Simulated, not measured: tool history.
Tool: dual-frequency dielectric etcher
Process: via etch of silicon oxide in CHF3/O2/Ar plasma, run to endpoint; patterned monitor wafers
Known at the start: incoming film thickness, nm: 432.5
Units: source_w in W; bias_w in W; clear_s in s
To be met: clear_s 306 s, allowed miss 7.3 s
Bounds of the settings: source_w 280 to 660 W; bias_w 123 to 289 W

run	hour	source_w	bias_w	clear_s
1	0	470	206	243.03
2	3.4	510	206	234.71
3	11.1	490	200	239.18
4	13.5	490	236	228.15
5	18.2	460	226	238.38
6	24.9	440	219	243.57
7	28.2	420	211	250.41
8	33.9	400	204	257.59
9	42.8	390	198	260.31
10	50.5	380	191	261.63
11	51.4	370	183	272.44
12	56.1	360	179	277.42
13	62.4	350	176	277.24
14	65.8	340	172	283.97
15	72.1	330	170	285.92
16	73.3	320	168	291.85
17	77.9	320	167	289.68
18	83.4	320	165	292.38
19	85.5	320	164	295.21
20	91	320	163	296.55

4 next moves are on the table. One of them brings every result within its allowed miss. Which?
A	96.5	290	186	?
B	96.5	280	142	?
C	96.5	380	152	?
D	96.5	310	142	?

move	clear_s
A	289.64
B	315.58
C	281.26
D	305.71
A: further off than the last run
B: takes the result that was furthest off past its target
C: further off than the last run
D: meets every target
Answer: D
